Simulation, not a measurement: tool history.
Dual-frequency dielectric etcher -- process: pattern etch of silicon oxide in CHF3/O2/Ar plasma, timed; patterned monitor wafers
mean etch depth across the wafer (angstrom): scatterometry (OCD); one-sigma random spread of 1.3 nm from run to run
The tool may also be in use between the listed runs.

run,hour,source power (kW),bias power (kW),etch time (s),mean etch depth across the wafer (angstrom)
1,0,0.55,0.177,335.5,5954
2,5.1,0.55,0.207,335.5,6301.8
3,9.5,0.55,0.191,335.5,6128.3
4,12,0.55,0.209,335.5,6323.2
5,20.4,0.55,0.186,335.5,6052
6,29.1,0.6,0.186,335.5,6189.1
7,34.9,0.57,0.178,333.5,5977.5
8,39,0.54,0.172,332.5,5808.9
9,47.2,0.52,0.168,331.5,5677.4

The next listed run, before its measurement:
10,48.2,0.5,0.165,331,?

mean etch depth across the wafer (angstrom): 5573.4
